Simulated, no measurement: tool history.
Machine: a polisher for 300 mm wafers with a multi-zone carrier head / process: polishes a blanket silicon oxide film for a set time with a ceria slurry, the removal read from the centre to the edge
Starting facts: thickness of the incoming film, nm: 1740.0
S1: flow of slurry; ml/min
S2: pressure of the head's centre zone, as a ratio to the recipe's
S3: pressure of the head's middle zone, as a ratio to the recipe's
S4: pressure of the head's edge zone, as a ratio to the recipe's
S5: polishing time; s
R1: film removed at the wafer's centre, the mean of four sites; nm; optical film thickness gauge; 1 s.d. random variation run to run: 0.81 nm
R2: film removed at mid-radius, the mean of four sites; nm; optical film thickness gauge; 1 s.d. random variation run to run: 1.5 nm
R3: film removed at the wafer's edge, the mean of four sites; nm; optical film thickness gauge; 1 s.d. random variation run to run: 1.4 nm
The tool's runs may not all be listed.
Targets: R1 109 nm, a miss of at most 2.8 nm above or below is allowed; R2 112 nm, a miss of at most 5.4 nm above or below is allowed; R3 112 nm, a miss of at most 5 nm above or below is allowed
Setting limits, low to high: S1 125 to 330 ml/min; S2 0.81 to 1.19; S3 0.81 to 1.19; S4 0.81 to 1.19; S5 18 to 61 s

run,hour,S1,S2,S3,S4,S5,R1,R2,R3
1,0,210,1,1,1,39,155.06,161.3,157.32
2,8.9,210,1,1.04,1,39,154.75,161.31,152.57
3,15.6,210,1.07,1.04,1,39,167.73,157.96,155.57
4,20.1,165,1.07,1.04,1,39,160.45,155.55,152.52
5,26.5,165,1.07,1.04,0.92,39,157.71,153.58,147.11
6,35.2,165,1.07,1.04,0.88,39,160.03,156.35,143.78
7,36.3,170,1.04,1,0.89,36,141.66,139.58,132.52
8,41.8,170,1.01,0.97,0.88,34,130.9,130.33,123.83
9,42.7,145,0.91,0.87,0.86,31,104.01,103.06,110.95
10,47.1,155,0.91,0.88,0.86,31,104.74,105.95,110.17

Exercise: of the 5 proposed moves below, exactly one satisfies all targets within the stated allowed misses. Which move is it?
A,51.5,140,0.93,0.81,0.88,31,?,?,?
B,51.5,210,0.88,0.88,0.81,31,?,?,?
C,51.5,125,0.9,0.81,0.84,33,?,?,?
D,51.5,135,0.86,0.9,0.85,33,?,?,?
E,51.5,170,0.86,0.95,0.89,31,?,?,?

move,R1,R2,R3
A,104.39,98.884,108.64
B,107.93,114.41,110.71
C,103.9,102.19,110.91
D,101.69,113.66,112.99
E,101.31,117.52,112.35
A: lands further from the targets than the last run did
B: all results land within tolerance of their targets
C: lands further from the targets than the last run did
D: lands further from the targets than the last run did
E: lands further from the targets than the last run did
Go with B: it meets all targets.

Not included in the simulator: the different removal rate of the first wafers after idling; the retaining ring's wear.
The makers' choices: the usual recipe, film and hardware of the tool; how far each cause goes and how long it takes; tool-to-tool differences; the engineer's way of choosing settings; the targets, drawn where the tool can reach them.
